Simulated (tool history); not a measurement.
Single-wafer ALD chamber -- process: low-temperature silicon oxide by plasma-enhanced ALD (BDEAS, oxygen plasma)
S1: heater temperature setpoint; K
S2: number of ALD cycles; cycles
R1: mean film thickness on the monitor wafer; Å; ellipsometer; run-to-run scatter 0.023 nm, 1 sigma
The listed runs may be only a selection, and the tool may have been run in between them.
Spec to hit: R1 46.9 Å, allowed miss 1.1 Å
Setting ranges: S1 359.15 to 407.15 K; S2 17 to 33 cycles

| run | hour | S1 | S2 | R1 |
|---|---|---|---|---|
| 1 | 0 | 383.15 | 25 | 36.166 |
| 2 | 7.9 | 382.15 | 27 | 38.994 |
| 3 | 11.2 | 381.15 | 29 | 42.012 |
| 4 | 18.8 | 380.15 | 30 | 43.572 |
|  | 24.2 | thermocouple changed; heater temperature recalibrated |
| 5 | 24.2 | 380.15 | 27 | 38.873 |
| 6 | 27.3 | 380.15 | 29 | 41.78 |
| 7 | 28 | 380.15 | 30 | 42.865 |
| 8 | 34.4 | 380.15 | 31 | 45.129 |
| 9 | 40.9 | 380.15 | 31 | 44.659 |

Which single option among these 4 for the next run brings every result within its allowed miss of target? Just one does.
| A | 47.4 | 381.15 | 33 | ? |
| B | 47.4 | 383.15 | 30 | ? |
| C | 47.4 | 388.15 | 31 | ? |
| D | 47.4 | 366.15 | 27 | ? |

| move | R1 |
|---|---|
| A | 47.24 |
| B | 42.766 |
| C | 43.729 |
| D | 40.524 |
A: every result lands within tolerance
B: its largest miss is bigger than the last run's
C: its largest miss is bigger than the last run's
D: its largest miss is bigger than the last run's
Go with A: it meets all targets.

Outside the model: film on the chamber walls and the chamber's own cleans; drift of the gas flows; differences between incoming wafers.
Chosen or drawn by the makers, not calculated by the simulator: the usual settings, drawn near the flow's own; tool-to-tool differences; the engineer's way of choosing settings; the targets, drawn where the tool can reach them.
